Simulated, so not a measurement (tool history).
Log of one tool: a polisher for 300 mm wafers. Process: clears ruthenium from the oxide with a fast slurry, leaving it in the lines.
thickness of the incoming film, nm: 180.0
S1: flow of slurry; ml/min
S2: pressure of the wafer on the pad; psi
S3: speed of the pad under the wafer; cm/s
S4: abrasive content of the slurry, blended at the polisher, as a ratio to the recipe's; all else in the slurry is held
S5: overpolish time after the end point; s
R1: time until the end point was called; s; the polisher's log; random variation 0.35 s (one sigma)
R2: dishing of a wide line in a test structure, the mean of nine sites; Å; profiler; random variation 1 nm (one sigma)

| run | hour | S1 | S2 | S3 | S4 | S5 | R1 | R2 |
|---|---|---|---|---|---|---|---|---|
| 1 | 0 | 120 | 3.1 | 120 | 1 | 20 | 44.18 | 412.15 |
| 2 | 8.8 | 125 | 3.6 | 122 | 1 | 21 | 36.819 | 463.68 |
| 3 | 9.7 | 125 | 3.6 | 132 | 1 | 21 | 34.697 | 488.56 |
| 4 | 16.8 | 125 | 3.9 | 134 | 1 | 21 | 31.372 | 500.85 |
| 5 | 21 | 125 | 3.9 | 134 | 1 | 25 | 32.786 | 525.18 |
| 6 | 25.1 | 125 | 3.9 | 124 | 1 | 25 | 34.269 | 540.6 |
| 7 | 31.3 | 130 | 4.2 | 126 | 1 | 24 | 31.169 | 536.21 |
| 8 | 35.2 | 130 | 4.4 | 130 | 1 | 24 | 28.161 | 560.06 |
| 9 | 43.4 | 130 | 4.6 | 130 | 1 | 24 | 27.19 | 564.05 |

Run 10 comes next. What will it give?
| 10 | 46.3 | 135 | 4.7 | 132 | 1 | 24 | ? | ? |

Run 10 gave R1 27.306 s, R2 580.32 Å.
